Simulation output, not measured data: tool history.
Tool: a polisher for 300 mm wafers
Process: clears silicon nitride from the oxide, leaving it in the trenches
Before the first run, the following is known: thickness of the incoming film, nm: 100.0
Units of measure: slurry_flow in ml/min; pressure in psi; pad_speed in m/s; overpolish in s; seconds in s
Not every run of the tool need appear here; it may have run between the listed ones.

{"run": 1, "hour": 0.0, "slurry_flow": 310, "pressure": 2.5, "pad_speed": 1.04, "overpolish": 38, "seconds": 129.91}
{"run": 2, "hour": 3.1, "slurry_flow": 310, "pressure": 2.5, "pad_speed": 0.84, "overpolish": 38, "seconds": 147.84}
{"run": 3, "hour": 7.6, "slurry_flow": 310, "pressure": 2.5, "pad_speed": 0.68, "overpolish": 38, "seconds": 164.41}
{"run": 4, "hour": 8.9, "slurry_flow": 310, "pressure": 2.7, "pad_speed": 0.7, "overpolish": 38, "seconds": 154.72}
{"run": 5, "hour": 16.1, "slurry_flow": 310, "pressure": 2.9, "pad_speed": 0.74, "overpolish": 38, "seconds": 135.88}
{"run": 6, "hour": 19.6, "slurry_flow": 310, "pressure": 2.9, "pad_speed": 0.66, "overpolish": 38, "seconds": 145.8}
{"run": 7, "hour": 25.6, "slurry_flow": 310, "pressure": 3.1, "pad_speed": 0.7, "overpolish": 38, "seconds": 131.99}

For run 8, what comes out?
{"run": 8, "hour": 31.8, "slurry_flow": 310, "pressure": 3.1, "pad_speed": 0.7, "overpolish": 38, "seconds": "?"}

seconds: 130.87 s
